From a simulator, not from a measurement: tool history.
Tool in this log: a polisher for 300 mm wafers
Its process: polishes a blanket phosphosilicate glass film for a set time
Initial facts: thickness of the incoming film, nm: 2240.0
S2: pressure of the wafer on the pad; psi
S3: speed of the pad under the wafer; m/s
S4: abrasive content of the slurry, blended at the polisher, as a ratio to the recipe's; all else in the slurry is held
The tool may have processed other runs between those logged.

run 1 hour=0.0 | flow_of_slurry_(ml/min)=210 S2=3.7 S3=0.80 S4=1.0 polishing_time_(s)=60 | film_removed_(Å)=3927.6
run 2 hour=1.8 | flow_of_slurry_(ml/min)=210 S2=3.2 S3=0.80 S4=1.0 polishing_time_(s)=60 | film_removed_(Å)=3361.6
run 3 hour=3.3 | flow_of_slurry_(ml/min)=210 S2=3.2 S3=0.80 S4=1.0 polishing_time_(s)=60 | film_removed_(Å)=3411.9
run 4 hour=7.4 | flow_of_slurry_(ml/min)=210 S2=3.2 S3=0.80 S4=1.0 polishing_time_(s)=60 | film_removed_(Å)=3380.1
run 5 hour=11.3 | flow_of_slurry_(ml/min)=215 S2=3.4 S3=0.80 S4=1.0 polishing_time_(s)=60 | film_removed_(Å)=3594.4
run 6 hour=15.1 | flow_of_slurry_(ml/min)=215 S2=3.6 S3=0.80 S4=1.0 polishing_time_(s)=60 | film_removed_(Å)=3738.1

Estimate the outcome of run 7 from the log above:
run 7 hour=21.5 | flow_of_slurry_(ml/min)=215 S2=3.8 S3=0.80 S4=1.0 polishing_time_(s)=60 | film_removed_(Å)=?

For run 7 the tool returned film removed (Å) 3958.0.
